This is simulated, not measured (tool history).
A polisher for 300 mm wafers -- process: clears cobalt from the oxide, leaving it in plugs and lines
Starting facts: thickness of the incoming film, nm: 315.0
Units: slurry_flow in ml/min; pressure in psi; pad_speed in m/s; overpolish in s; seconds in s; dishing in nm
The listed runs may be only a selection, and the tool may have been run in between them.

run,hour,slurry_flow,pressure,pad_speed,overpolish,seconds,dishing
1,0.0,200,1.5,0.96,11,79.163,30.720
2,3.1,200,1.5,1.08,11,70.254,32.269
3,11.4,200,1.5,1.08,7,70.117,23.126
4,16.8,200,1.5,1.08,5,70.607,17.717
5,23.6,195,1.3,0.96,6,90.279,17.305
6,29.1,195,1.0,0.96,6,111.500,14.073
7,37.4,195,1.0,0.96,6,114.690,14.116
8,41.9,190,0.9,0.88,7,134.050,13.570
9,50.5,185,0.9,0.82,8,141.470,14.644
10,51.4,185,0.9,0.76,9,153.620,15.473

The next listed run, before its measurement:
11,59.1,185,0.9,0.72,9,?,?

seconds: 161.590 s
dishing: 14.833 nm
